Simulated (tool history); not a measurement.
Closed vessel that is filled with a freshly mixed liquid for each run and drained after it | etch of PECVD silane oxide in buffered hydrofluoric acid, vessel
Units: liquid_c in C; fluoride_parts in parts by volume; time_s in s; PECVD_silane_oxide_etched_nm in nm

{"run": 1, "hour": 0.0, "liquid_c": 24.0, "fluoride_parts": 21.5, "time_s": 30, "PECVD_silane_oxide_etched_nm": 40.558}
{"run": 2, "hour": 8.5, "liquid_c": 27.0, "fluoride_parts": 21.5, "time_s": 30, "PECVD_silane_oxide_etched_nm": 47.888}
{"run": 3, "hour": 9.8, "liquid_c": 27.5, "fluoride_parts": 21.5, "time_s": 30, "PECVD_silane_oxide_etched_nm": 49.188}
{"run": 4, "hour": 12.6, "liquid_c": 27.5, "fluoride_parts": 24.0, "time_s": 30, "PECVD_silane_oxide_etched_nm": 45.324}
{"run": 5, "hour": 16.4, "liquid_c": 28.0, "fluoride_parts": 24.0, "time_s": 30, "PECVD_silane_oxide_etched_nm": 46.993}
{"run": 6, "hour": 18.2, "liquid_c": 28.0, "fluoride_parts": 27.0, "time_s": 30, "PECVD_silane_oxide_etched_nm": 43.176}

Forecast run 7:
{"run": 7, "hour": 23.9, "liquid_c": 29.0, "fluoride_parts": 27.0, "time_s": 30, "PECVD_silane_oxide_etched_nm": "?"}

PECVD_silane_oxide_etched_nm: 45.331 nm
